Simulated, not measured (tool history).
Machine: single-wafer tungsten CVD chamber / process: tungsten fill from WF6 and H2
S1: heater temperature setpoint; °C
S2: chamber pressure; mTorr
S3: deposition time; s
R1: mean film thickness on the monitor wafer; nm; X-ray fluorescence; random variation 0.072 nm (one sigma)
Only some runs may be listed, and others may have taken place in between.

Run 1, hour 0.0: S1 380 °C, S2 36200 mTorr, S3 7.18 s. Result: R1 15.269 nm.
Run 2, hour 7.4: S1 378 °C, S2 36100 mTorr, S3 7.18 s. Result: R1 14.790 nm.
Run 3, hour 15.2: S1 376 °C, S2 36000 mTorr, S3 7.18 s. Result: R1 14.118 nm.
Run 4, hour 17.7: S1 376 °C, S2 39500 mTorr, S3 7.18 s. Result: R1 14.959 nm.
Run 5, hour 20.1: S1 376 °C, S2 39500 mTorr, S3 6.83 s. Result: R1 14.291 nm.
Run 6, hour 27.4: S1 375 °C, S2 39500 mTorr, S3 6.83 s. Result: R1 13.888 nm.
Run 7, hour 32.1: S1 374 °C, S2 39500 mTorr, S3 6.83 s. Result: R1 13.705 nm.

Run 8 has not been measured yet. What should we expect?
Run 8, hour 36.3: S1 373 °C, S2 39500 mTorr, S3 6.83 s. Result: R1 ?.

Run 8 measured R1 13.306 nm.
